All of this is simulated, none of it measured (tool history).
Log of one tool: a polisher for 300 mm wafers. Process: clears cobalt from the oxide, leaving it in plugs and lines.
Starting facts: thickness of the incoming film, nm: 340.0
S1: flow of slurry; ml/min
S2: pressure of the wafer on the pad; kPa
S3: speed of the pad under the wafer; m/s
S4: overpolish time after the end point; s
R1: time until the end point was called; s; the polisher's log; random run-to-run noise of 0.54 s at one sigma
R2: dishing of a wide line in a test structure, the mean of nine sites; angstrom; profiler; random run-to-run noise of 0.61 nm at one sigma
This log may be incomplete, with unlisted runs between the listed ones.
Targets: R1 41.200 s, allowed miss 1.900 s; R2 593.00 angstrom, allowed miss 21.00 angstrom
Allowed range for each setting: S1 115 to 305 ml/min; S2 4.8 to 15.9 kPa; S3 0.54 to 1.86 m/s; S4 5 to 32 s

run	day	S1	S2	S3	S4	R1	R2
1	0.000	195	10.3	1.18	16	76.876	448.60
2	0.146	195	11.7	1.18	16	68.420	464.75
3	0.500	195	11.7	1.02	16	76.150	454.43
4	0.817	195	11.7	1.28	16	62.903	492.68
5	0.954	195	13.8	1.28	16	54.547	514.11
6	1.083	225	13.8	1.28	16	53.659	518.02
7	1.450	225	14.5	1.32	16	49.289	536.19
8	1.600	225	15.2	1.36	16	46.787	547.20
9	1.738	225	15.2	1.40	16	45.401	548.55
10	2.054	230	15.9	1.44	17	43.894	565.69
11	2.121	230	15.9	1.44	17	43.278	572.19
12	2.329	230	15.9	1.46	17	42.564	557.10
13	2.629	230	15.9	1.46	17	43.314	567.19

Next run, 4 choices. One meets every target within its allowed miss, the rest don't. Which?
A	2.929	180	15.9	1.58	18	?	?
B	2.929	240	14.5	1.48	14	?	?
C	2.929	210	15.9	1.40	24	?	?
D	2.929	275	15.2	1.50	15	?	?

move	R1	R2
A	42.600	596.87
B	47.650	535.31
C	46.312	621.08
D	44.634	560.82
A: every result lands within tolerance
B: the biggest miss grows against the last run
C: moves the result that the last run missed by most past its target, out the other side
D: the biggest miss grows against the last run
Answer: A
